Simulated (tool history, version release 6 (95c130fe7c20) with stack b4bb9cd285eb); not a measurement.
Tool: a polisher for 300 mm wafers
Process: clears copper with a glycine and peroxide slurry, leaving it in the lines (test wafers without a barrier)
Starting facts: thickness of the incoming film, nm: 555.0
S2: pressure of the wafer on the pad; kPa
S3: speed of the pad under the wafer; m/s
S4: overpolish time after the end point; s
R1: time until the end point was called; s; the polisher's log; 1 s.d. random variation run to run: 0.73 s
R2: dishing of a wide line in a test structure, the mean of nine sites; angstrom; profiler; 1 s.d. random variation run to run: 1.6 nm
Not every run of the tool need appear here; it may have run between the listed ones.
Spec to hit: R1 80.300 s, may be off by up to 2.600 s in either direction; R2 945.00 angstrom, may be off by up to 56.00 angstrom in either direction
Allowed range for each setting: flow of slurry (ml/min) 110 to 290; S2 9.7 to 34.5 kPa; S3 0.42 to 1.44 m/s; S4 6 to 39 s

{"run": 1, "hour": 0.0, "flow of slurry (ml/min)": 185, "S2": 22.1, "S3": 0.92, "S4": 20, "R1": 79.927, "R2": 653.37}
{"run": 2, "hour": 1.9, "flow of slurry (ml/min)": 185, "S2": 22.1, "S3": 0.92, "S4": 22, "R1": 80.375, "R2": 693.95}
{"run": 3, "hour": 2.5, "flow of slurry (ml/min)": 185, "S2": 22.1, "S3": 0.92, "S4": 14, "R1": 80.162, "R2": 532.66}
{"run": 4, "hour": 10.3, "flow of slurry (ml/min)": 185, "S2": 22.1, "S3": 0.78, "S4": 14, "R1": 89.813, "R2": 492.12}
{"run": 5, "hour": 11.3, "flow of slurry (ml/min)": 185, "S2": 22.1, "S3": 1.0, "S4": 14, "R1": 74.068, "R2": 539.85}
{"run": 6, "hour": 18.4, "flow of slurry (ml/min)": 185, "S2": 22.1, "S3": 1.0, "S4": 17, "R1": 74.775, "R2": 633.03}
{"run": 7, "hour": 23.9, "flow of slurry (ml/min)": 180, "S2": 22.1, "S3": 1.0, "S4": 19, "R1": 75.132, "R2": 664.71}
{"run": 8, "hour": 27.6, "flow of slurry (ml/min)": 175, "S2": 22.1, "S3": 1.0, "S4": 21, "R1": 75.313, "R2": 715.02}
{"run": 9, "hour": 30.6, "flow of slurry (ml/min)": 170, "S2": 22.1, "S3": 1.0, "S4": 22, "R1": 75.431, "R2": 720.03}
{"run": 10, "hour": 31.6, "flow of slurry (ml/min)": 170, "S2": 22.1, "S3": 1.0, "S4": 24, "R1": 74.448, "R2": 762.15}
{"run": 11, "hour": 37.5, "flow of slurry (ml/min)": 170, "S2": 22.1, "S3": 1.0, "S4": 25, "R1": 75.512, "R2": 795.99}
{"run": 12, "hour": 44.3, "flow of slurry (ml/min)": 170, "S2": 22.1, "S3": 1.0, "S4": 25, "R1": 74.812, "R2": 792.45}
{"run": 13, "hour": 52.1, "flow of slurry (ml/min)": 170, "S2": 22.1, "S3": 1.0, "S4": 26, "R1": 76.023, "R2": 799.65}
{"run": 14, "hour": 53.4, "flow of slurry (ml/min)": 170, "S2": 22.1, "S3": 1.0, "S4": 27, "R1": 76.525, "R2": 803.11}
{"run": 15, "hour": 62.2, "flow of slurry (ml/min)": 160, "S2": 21.4, "S3": 0.98, "S4": 35, "R1": 80.181, "R2": 882.87}

Next run, 4 choices. One meets every target within its allowed miss, the rest don't. Which?
{"run": "A", "hour": 71.0, "flow of slurry (ml/min)": 170, "S2": 20.0, "S3": 0.94, "S4": 31, "R1": "?", "R2": "?"}
{"run": "B", "hour": 71.0, "flow of slurry (ml/min)": 110, "S2": 22.1, "S3": 0.98, "S4": 29, "R1": "?", "R2": "?"}
{"run": "C", "hour": 71.0, "flow of slurry (ml/min)": 195, "S2": 15.9, "S3": 1.28, "S4": 33, "R1": "?", "R2": "?"}
{"run": "D", "hour": 71.0, "flow of slurry (ml/min)": 170, "S2": 26.2, "S3": 0.76, "S4": 39, "R1": "?", "R2": "?"}

move=A R1=85.674 R2=798.52
move=B R1=79.533 R2=810.66
move=C R1=81.370 R2=791.54
move=D R1=80.007 R2=952.40
A: further off than the last run
B: further off than the last run
C: further off than the last run
D: all results land within tolerance of their targets
Answer: D

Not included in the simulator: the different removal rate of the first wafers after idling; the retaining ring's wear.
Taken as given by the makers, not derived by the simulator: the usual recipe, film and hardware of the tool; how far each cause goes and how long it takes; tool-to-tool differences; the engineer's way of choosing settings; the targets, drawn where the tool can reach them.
